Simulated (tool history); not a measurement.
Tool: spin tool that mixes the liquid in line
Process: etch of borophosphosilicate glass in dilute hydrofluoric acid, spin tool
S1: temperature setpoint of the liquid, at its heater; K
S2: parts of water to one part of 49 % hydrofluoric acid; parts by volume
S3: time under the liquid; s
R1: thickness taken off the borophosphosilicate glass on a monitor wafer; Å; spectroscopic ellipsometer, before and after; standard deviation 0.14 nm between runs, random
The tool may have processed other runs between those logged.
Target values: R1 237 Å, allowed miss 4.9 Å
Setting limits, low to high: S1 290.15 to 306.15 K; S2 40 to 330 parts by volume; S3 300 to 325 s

run,day,S1,S2,S3,R1
1,0,298.15,185,300,412.25
2,0.3,296.15,195,300,358.84
3,0.625,296.15,195,300,353.18
4,0.858,294.65,200,300,328.74
5,0.883,294.65,235,300,271.24
6,1.171,293.65,235,300,261.12
7,1.417,293.15,235,300,255.09
8,1.521,293.15,235,300,251.27

Which single option among these 5 for the next run brings every result within its allowed miss of target? Just one does.
A,1.625,292.65,245,300,?
B,1.625,294.15,240,300,?
C,1.625,294.15,235,300,?
D,1.625,290.15,215,315,?
E,1.625,293.15,255,325,?

move,R1
A,238.28
B,258.57
C,265.35
D,266
E,250.39
A: meets every target
B: further off than the last run
C: further off than the last run
D: further off than the last run
E: closer than the last run, but not yet in spec
So the answer is move A, the one that meets all the targets.
